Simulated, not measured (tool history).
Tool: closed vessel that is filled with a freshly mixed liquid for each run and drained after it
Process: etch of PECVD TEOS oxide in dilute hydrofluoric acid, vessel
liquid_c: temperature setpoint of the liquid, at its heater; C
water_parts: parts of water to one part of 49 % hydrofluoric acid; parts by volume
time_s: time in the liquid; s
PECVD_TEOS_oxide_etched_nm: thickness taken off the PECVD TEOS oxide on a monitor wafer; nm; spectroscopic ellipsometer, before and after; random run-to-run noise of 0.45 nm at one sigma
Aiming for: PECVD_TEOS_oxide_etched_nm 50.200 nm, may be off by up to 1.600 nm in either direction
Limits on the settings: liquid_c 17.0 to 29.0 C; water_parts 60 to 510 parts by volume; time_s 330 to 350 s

run	day	liquid_c	water_parts	time_s	PECVD_TEOS_oxide_etched_nm
1	0.000	21.0	285	330	23.713
2	0.179	19.0	285	330	22.240
3	0.267	19.0	285	350	23.213
4	0.492	19.0	285	350	23.728
5	0.767	17.0	285	350	21.302
6	0.971	20.5	285	350	24.510
7	1.038	22.5	260	350	29.620
8	1.383	24.0	240	350	34.932
9	1.425	25.0	230	350	38.087
10	1.700	29.0	195	350	53.836

5 candidate next runs follow, results not yet known. Just one meets every target within its allowed miss. Identify it.
A	1.975	28.0	185	350	?
B	1.975	29.0	190	350	?
C	1.975	28.0	180	335	?
D	1.975	29.0	185	350	?
E	1.975	28.0	190	330	?

move	PECVD_TEOS_oxide_etched_nm
A	55.642
B	55.797
C	55.067
D	57.656
E	50.778
A: moves away from the targets compared with the last run
B: moves away from the targets compared with the last run
C: moves away from the targets compared with the last run
D: moves away from the targets compared with the last run
E: hits every target within its allowed miss
E is the move that brings every result within its allowed miss.
